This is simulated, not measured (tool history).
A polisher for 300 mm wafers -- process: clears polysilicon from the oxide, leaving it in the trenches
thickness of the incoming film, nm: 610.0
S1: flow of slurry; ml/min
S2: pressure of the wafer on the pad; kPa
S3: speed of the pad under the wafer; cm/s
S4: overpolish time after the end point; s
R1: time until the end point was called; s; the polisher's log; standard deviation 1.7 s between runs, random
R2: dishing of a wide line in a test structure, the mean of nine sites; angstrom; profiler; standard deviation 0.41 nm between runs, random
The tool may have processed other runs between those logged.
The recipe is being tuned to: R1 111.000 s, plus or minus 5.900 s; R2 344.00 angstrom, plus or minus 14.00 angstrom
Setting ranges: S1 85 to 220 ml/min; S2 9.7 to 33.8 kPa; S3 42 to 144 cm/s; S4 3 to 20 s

{"run": 1, "hour": 0.0, "S1": 140, "S2": 21.4, "S3": 92, "S4": 10, "R1": 44.388, "R2": 361.92}
{"run": 2, "hour": 8.9, "S1": 135, "S2": 18.6, "S3": 84, "S4": 11, "R1": 56.037, "R2": 361.78}
{"run": 3, "hour": 13.0, "S1": 135, "S2": 16.5, "S3": 78, "S4": 11, "R1": 64.63, "R2": 351.36}
{"run": 4, "hour": 18.2, "S1": 135, "S2": 12.4, "S3": 78, "S4": 11, "R1": 80.477, "R2": 334.57}
{"run": 5, "hour": 21.1, "S1": 130, "S2": 11.7, "S3": 74, "S4": 12, "R1": 86.443, "R2": 328.44}
{"run": 6, "hour": 24.1, "S1": 145, "S2": 11.7, "S3": 68, "S4": 14, "R1": 92.435, "R2": 338.61}
{"run": 7, "hour": 26.3, "S1": 145, "S2": 11.0, "S3": 66, "S4": 15, "R1": 99.965, "R2": 335.98}
{"run": 8, "hour": 29.4, "S1": 145, "S2": 11.0, "S3": 66, "S4": 16, "R1": 100.03, "R2": 350.2}
{"run": 9, "hour": 35.2, "S1": 145, "S2": 10.3, "S3": 66, "S4": 16, "R1": 103.78, "R2": 349.27}

Below are 5 possible settings for the next run. Only one of them brings all results inside the allowed miss of their targets. Which is it?
{"run": "A", "hour": 41.0, "S1": 145, "S2": 15.2, "S3": 52, "S4": 20, "R1": "?", "R2": "?"}
{"run": "B", "hour": 41.0, "S1": 140, "S2": 9.7, "S3": 72, "S4": 16, "R1": "?", "R2": "?"}
{"run": "C", "hour": 41.0, "S1": 140, "S2": 12.4, "S3": 62, "S4": 15, "R1": "?", "R2": "?"}
{"run": "D", "hour": 41.0, "S1": 170, "S2": 9.7, "S3": 64, "S4": 17, "R1": "?", "R2": "?"}
{"run": "E", "hour": 41.0, "S1": 125, "S2": 9.7, "S3": 80, "S4": 13, "R1": "?", "R2": "?"}

move=A R1=94.466 R2=356.87
move=B R1=100.170 R2=339.78
move=C R1=95.435 R2=338.53
move=D R1=106.940 R2=339.41
move=E R1=93.661 R2=327.91
A: further off than the last run
B: further off than the last run
C: further off than the last run
D: hits every target within its allowed miss
E: further off than the last run
D meets every target.
